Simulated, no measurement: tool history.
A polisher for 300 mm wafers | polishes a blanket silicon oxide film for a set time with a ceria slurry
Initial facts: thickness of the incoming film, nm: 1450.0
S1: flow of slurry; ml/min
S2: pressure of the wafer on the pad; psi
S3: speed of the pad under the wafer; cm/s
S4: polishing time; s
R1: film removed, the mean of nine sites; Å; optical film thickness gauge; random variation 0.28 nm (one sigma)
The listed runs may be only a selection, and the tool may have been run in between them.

run	hour	S1	S2	S3	S4	R1
1	0	320	3.5	122	16	833.1
2	1.9	320	3.5	122	14	737.32
3	6.4	280	3.5	122	14	739.08
4	10.9	275	3.3	120	14	691.61
5	14.4	275	3.3	134	14	750.26
6	21	270	3.1	130	14	694.28
7	28.4	265	2.9	126	14	646.9
8	29.7	260	2.7	122	14	590.57

Run 9 has not been measured yet. What should we expect?
9	36.4	255	2.6	118	14	?

{"run 9": {"R1": 552.25}}
